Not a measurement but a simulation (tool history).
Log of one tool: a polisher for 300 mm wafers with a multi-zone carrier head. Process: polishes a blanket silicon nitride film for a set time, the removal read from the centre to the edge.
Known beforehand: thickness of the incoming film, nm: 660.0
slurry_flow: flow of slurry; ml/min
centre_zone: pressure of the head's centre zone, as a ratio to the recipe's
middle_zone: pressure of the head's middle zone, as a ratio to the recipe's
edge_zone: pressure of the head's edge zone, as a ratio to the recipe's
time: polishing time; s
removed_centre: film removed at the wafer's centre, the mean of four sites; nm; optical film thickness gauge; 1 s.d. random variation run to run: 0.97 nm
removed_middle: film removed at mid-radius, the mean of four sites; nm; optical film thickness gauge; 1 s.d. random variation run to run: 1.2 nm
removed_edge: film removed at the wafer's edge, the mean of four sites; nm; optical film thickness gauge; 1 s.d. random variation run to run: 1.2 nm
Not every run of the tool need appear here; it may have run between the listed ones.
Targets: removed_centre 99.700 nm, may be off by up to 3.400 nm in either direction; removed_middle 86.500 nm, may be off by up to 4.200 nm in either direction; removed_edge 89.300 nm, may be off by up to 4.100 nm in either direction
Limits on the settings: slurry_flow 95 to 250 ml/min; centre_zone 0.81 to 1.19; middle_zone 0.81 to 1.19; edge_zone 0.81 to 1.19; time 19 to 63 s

run,hour,slurry_flow,centre_zone,middle_zone,edge_zone,time,removed_centre,removed_middle,removed_edge
1,0.0,160,1.00,1.00,1.00,41,64.817,65.119,67.106
2,4.1,170,1.04,1.01,1.02,43,69.395,69.887,71.119
3,11.0,170,1.04,1.01,1.07,43,70.157,69.624,72.752
4,18.2,175,1.07,1.00,1.06,45,74.713,70.846,74.800
5,22.4,175,1.07,1.00,0.99,45,75.638,71.195,72.484
6,27.2,180,1.09,1.00,1.00,47,80.820,74.750,75.427
7,34.3,185,1.11,1.00,1.02,48,82.995,77.318,79.342
8,35.0,190,1.13,1.00,1.02,49,85.159,78.475,80.736
9,41.9,190,1.14,1.00,1.01,50,89.441,79.861,81.893
10,42.9,190,1.14,1.00,1.01,50,89.935,81.847,81.743
11,50.1,190,1.15,0.99,1.02,51,90.970,82.375,85.506
12,58.5,195,1.16,0.99,1.01,51,92.069,84.086,85.131
13,66.5,190,1.17,0.98,1.00,52,93.459,83.706,84.361

Exercise: of the 4 proposed moves below, exactly one satisfies all targets within the stated allowed misses. Which move is it?
A,74.5,215,1.18,0.98,1.02,54,?,?,?
B,74.5,210,1.18,1.09,1.00,54,?,?,?
C,74.5,205,1.19,0.94,0.90,50,?,?,?
D,74.5,200,1.19,1.00,0.99,49,?,?,?

move,removed_centre,removed_middle,removed_edge
A,100.480,88.354,90.172
B,100.180,96.378,88.956
C,92.834,78.467,78.333
D,90.640,80.689,79.993
A: meets every target
B: meets the target for the result that was furthest off, but another lies outside its allowed miss
C: moves away from the targets compared with the last run
D: moves away from the targets compared with the last run
Move A is the one to make.

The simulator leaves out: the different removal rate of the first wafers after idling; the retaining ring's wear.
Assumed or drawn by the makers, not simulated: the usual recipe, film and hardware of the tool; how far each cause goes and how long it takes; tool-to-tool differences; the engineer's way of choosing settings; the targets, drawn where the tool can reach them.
